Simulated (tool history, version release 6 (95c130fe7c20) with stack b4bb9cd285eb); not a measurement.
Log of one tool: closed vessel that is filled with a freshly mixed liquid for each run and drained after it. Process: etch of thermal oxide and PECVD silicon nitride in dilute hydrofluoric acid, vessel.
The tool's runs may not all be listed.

| run | day | temperature setpoint of the liquid (C) | parts of water to one part of 49 % hydrofluoric acid (parts by volume) | time in the liquid (s) | thickness taken off the thermal oxide on a monitor wafer (angstrom) | thickness taken off the PECVD silicon nitride on a monitor wafer (angstrom) |
|---|---|---|---|---|---|---|
| 1 | 0 | 24 | 125 | 220 | 81.631 | 38.561 |
| 2 | 0.192 | 24 | 105 | 215 | 97.243 | 44.017 |
| 3 | 0.254 | 27 | 105 | 215 | 108.73 | 54.177 |
| 4 | 0.292 | 26.5 | 90 | 210 | 124.27 | 58.712 |
| 5 | 0.417 | 26.5 | 90 | 295 | 176.07 | 83.047 |
| 6 | 0.612 | 25.5 | 90 | 295 | 167.92 | 77.516 |

The next listed run, before its measurement:
| 7 | 0.642 | 25 | 90 | 295 | ? | ? |

thickness taken off the thermal oxide on a monitor wafer (angstrom): 164.13
thickness taken off the PECVD silicon nitride on a monitor wafer (angstrom): 75.988
